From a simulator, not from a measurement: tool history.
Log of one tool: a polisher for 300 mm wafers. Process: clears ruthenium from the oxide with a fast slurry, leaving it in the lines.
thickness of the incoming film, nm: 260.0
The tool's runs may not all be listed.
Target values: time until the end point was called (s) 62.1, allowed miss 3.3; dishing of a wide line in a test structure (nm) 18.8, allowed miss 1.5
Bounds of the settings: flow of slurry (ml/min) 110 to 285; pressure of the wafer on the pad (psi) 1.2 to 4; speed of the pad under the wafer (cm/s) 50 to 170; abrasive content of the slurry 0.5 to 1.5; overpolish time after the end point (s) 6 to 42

| run | hour | flow of slurry (ml/min) | pressure of the wafer on the pad (psi) | speed of the pad under the wafer (cm/s) | abrasive content of the slurry | overpolish time after the end point (s) | time until the end point was called (s) | dishing of a wide line in a test structure (nm) |
|---|---|---|---|---|---|---|---|---|
| 1 | 0 | 180 | 2.6 | 110 | 1 | 21 | 59.466 | 57.066 |
| 2 | 4.7 | 180 | 2.6 | 110 | 1.2 | 21 | 52.283 | 62.554 |
| 3 | 9.4 | 210 | 2.6 | 110 | 1.2 | 21 | 51.764 | 60.85 |
| 4 | 10.3 | 210 | 2.6 | 120 | 1.2 | 21 | 47.78 | 67.889 |
| 5 | 15 | 230 | 2.6 | 100 | 1.3 | 17 | 53.169 | 51.94 |
| 6 | 23.2 | 245 | 2.6 | 86 | 1.35 | 14 | 59.949 | 42.258 |
| 7 | 27.5 | 255 | 2.7 | 76 | 1.4 | 12 | 64.378 | 33.571 |
| 8 | 35 | 260 | 3 | 68 | 1.35 | 10 | 65.195 | 28.663 |
| 9 | 41.8 | 265 | 3.3 | 62 | 1.3 | 9 | 63.692 | 26.933 |

5 next moves are on the table. One of them brings every result within its allowed miss. Which?
| A | 48.6 | 260 | 3.1 | 60 | 1.15 | 6 | ? | ? |
| B | 48.6 | 240 | 3.3 | 64 | 1.3 | 6 | ? | ? |
| C | 48.6 | 260 | 3.9 | 68 | 1.2 | 6 | ? | ? |
| D | 48.6 | 220 | 3.5 | 58 | 1.4 | 11 | ? | ? |
| E | 48.6 | 205 | 3.1 | 76 | 0.9 | 7 | ? | ? |

| move | time until the end point was called (s) | dishing of a wide line in a test structure (nm) |
|---|---|---|
| A | 75.205 | 16.113 |
| B | 63.91 | 18.73 |
| C | 52.964 | 22.224 |
| D | 64.21 | 31.98 |
| E | 72.175 | 19.297 |
A: takes the biggest miss from the last run beyond its target
B: in spec on every target
C: an improvement on the last run, though not all results are within tolerance
D: misses by more than the last run did
E: brings the last run's worst result on target, with another outside its allowed miss
Move B is the one to make.
